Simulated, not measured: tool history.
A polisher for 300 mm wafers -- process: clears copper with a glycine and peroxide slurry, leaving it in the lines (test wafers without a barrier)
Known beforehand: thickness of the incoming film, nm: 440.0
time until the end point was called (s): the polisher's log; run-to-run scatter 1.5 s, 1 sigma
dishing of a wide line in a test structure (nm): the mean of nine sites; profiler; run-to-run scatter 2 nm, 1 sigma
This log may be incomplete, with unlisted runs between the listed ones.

run  hour  flow of slurry (ml/min)  pressure of the wafer on the pad (kPa)  speed of the pad under the wafer (cm/s)  overpolish time after the end point (s)  time until the end point was called (s)  dishing of a wide line in a test structure (nm)
  1     0                      135                                    11.7                                      110                                       26                                    159.1                                            49.17
  2   2.5                      135                                    12.4                                      110                                       28                                   157.13                                           54.634
  3   3.6                      135                                    13.1                                      110                                       29                                    147.5                                           56.505
  4     6                      135                                    13.8                                      110                                       30                                   144.32                                           61.461
  5  14.6                      135                                    14.5                                      110                                       31                                   135.98                                            62.63
  6  21.1                      135                                    13.1                                      110                                       31                                   144.88                                           59.458
  7  26.9                      135                                    13.8                                      110                                       32                                   143.09                                           61.175

Run 8 has not been measured yet. What should we expect?
  8  28.3                      135                                    14.5                                      110                                       33                                        ?                                                ?

time until the end point was called (s): 139.32
dishing of a wide line in a test structure (nm): 65.934

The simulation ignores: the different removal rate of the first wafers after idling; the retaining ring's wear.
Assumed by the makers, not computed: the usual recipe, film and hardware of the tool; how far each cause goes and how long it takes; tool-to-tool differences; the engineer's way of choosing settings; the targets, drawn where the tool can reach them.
